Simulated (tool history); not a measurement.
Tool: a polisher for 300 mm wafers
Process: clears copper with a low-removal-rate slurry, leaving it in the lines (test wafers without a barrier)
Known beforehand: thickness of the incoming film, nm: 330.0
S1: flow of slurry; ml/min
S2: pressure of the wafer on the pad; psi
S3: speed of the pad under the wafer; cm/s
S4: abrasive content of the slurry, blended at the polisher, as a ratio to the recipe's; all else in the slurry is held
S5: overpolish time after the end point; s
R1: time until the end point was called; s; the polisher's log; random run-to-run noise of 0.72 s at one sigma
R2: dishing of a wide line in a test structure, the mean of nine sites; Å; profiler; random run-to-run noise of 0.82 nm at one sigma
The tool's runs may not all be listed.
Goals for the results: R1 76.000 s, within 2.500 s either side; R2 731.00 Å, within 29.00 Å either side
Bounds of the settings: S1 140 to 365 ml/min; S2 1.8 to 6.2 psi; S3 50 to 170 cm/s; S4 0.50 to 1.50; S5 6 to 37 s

run,hour,S1,S2,S3,S4,S5,R1,R2
1,0.0,235,4.0,110,1.00,19,75.775,559.40
2,5.9,235,4.8,110,1.00,19,65.767,624.60
3,7.7,235,4.8,110,0.85,19,68.797,611.03
4,15.5,230,4.7,110,0.85,20,70.657,619.84
5,23.5,230,4.7,110,1.05,20,66.802,652.92
6,29.3,225,4.6,110,1.05,21,68.336,668.32
7,32.4,215,4.5,110,1.05,22,69.128,673.33
8,36.6,215,4.5,110,1.05,22,68.351,690.60
9,41.1,215,4.4,110,1.05,23,70.738,703.20
10,47.5,215,4.4,110,1.05,23,70.697,700.97
11,50.1,215,4.3,110,1.05,24,71.574,711.40
12,53.5,215,4.2,110,1.05,25,71.685,737.84

Consider the 4 candidate settings below. Which is the only one whose results all fall within their allowed miss of target?
A,56.9,175,5.7,88,1.10,21,?,?
B,56.9,255,4.5,96,1.05,26,?,?
C,56.9,240,3.9,118,1.10,25,?,?
D,56.9,205,4.5,108,1.00,23,?,?

move,R1,R2
A,70.675,649.37
B,77.081,710.58
C,72.433,717.67
D,72.627,676.18
A: its largest miss is bigger than the last run's
B: every result within its allowed miss
C: nearer the targets than the last run, but a result is still out of spec
D: its largest miss is bigger than the last run's
Correct choice: B, which meets every target
